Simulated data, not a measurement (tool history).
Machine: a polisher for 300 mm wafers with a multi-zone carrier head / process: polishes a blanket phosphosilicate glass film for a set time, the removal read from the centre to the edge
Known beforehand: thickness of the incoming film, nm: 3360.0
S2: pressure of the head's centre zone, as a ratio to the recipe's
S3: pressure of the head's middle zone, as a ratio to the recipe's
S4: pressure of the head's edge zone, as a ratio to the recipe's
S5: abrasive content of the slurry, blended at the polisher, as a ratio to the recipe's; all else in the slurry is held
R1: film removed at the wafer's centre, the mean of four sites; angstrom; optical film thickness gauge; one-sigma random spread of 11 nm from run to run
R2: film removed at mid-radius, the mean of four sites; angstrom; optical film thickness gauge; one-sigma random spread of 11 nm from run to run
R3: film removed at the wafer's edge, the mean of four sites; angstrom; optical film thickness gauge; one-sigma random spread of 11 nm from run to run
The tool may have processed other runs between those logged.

{"run": 1, "hour": 0.0, "flow of slurry (ml/min)": 150, "S2": 1, "S3": 1, "S4": 1, "S5": 1, "polishing time (s)": 83, "R1": 9080.2, "R2": 9336.2, "R3": 9596.3}
{"run": 2, "hour": 7.5, "flow of slurry (ml/min)": 160, "S2": 1.02, "S3": 1.03, "S4": 1, "S5": 1, "polishing time (s)": 83, "R1": 9174.7, "R2": 9643.9, "R3": 9651.9}
{"run": 3, "hour": 16.3, "flow of slurry (ml/min)": 130, "S2": 1.02, "S3": 1.03, "S4": 1, "S5": 1, "polishing time (s)": 83, "R1": 9030.7, "R2": 9268, "R3": 9359.4}
{"run": 4, "hour": 22.4, "flow of slurry (ml/min)": 130, "S2": 1.02, "S3": 1.03, "S4": 1, "S5": 1.2, "polishing time (s)": 83, "R1": 9773.3, "R2": 10106, "R3": 10106}
{"run": 5, "hour": 26.1, "flow of slurry (ml/min)": 150, "S2": 1.02, "S3": 1.03, "S4": 1, "S5": 1.2, "polishing time (s)": 83, "R1": 9728.6, "R2": 10268, "R3": 10276}
{"run": 6, "hour": 29.8, "flow of slurry (ml/min)": 155, "S2": 1.05, "S3": 1.05, "S4": 0.99, "S5": 1.2, "polishing time (s)": 83, "R1": 10257, "R2": 10359, "R3": 10144}
{"run": 7, "hour": 31.1, "flow of slurry (ml/min)": 160, "S2": 1.06, "S3": 1.07, "S4": 0.99, "S5": 1.2, "polishing time (s)": 83, "R1": 10425, "R2": 10772, "R3": 10430}

What will run 8 give?
{"run": 8, "hour": 31.8, "flow of slurry (ml/min)": 165, "S2": 1.07, "S3": 1.08, "S4": 0.97, "S5": 1.2, "polishing time (s)": 83, "R1": "?", "R2": "?", "R3": "?"}

{"run 8": {"R1": 10508, "R2": 10793, "R3": 10293}}

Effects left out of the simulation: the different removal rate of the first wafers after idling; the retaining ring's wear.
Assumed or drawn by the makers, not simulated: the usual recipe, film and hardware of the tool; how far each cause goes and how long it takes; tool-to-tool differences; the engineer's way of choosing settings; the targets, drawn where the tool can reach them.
